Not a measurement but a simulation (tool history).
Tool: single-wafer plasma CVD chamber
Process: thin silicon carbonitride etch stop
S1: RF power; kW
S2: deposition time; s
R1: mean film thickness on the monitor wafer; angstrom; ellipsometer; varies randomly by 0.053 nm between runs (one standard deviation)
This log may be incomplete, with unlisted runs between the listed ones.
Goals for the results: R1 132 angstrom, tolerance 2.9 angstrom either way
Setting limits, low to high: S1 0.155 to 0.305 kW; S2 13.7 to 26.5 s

run    day     S1    S2      R1
  1      0   0.23  20.1  117.79
  2  0.238   0.24  20.4  121.53
  3  0.446   0.26  20.4  124.57
  4  0.529  0.265  20.5  126.02
  5  0.596  0.265  19.4  120.46
  6  0.925  0.285  19.4  121.61
  7  1.125  0.285  19.7  124.93
  8  1.388   0.29  19.9  125.78

Which of these 4 next moves meets every target?
  A  1.65  0.235  20.4   ?
  B  1.65    0.3  20.7   ?
  C  1.65  0.305  19.3   ?
  D  1.65   0.26  20.6   ?

move      R1
   A   120.3
   B  131.55
   C  123.27
   D  125.31
A: further off than the last run
B: all results land within tolerance of their targets
C: further off than the last run
D: further off than the last run
Go with B: it meets all targets.
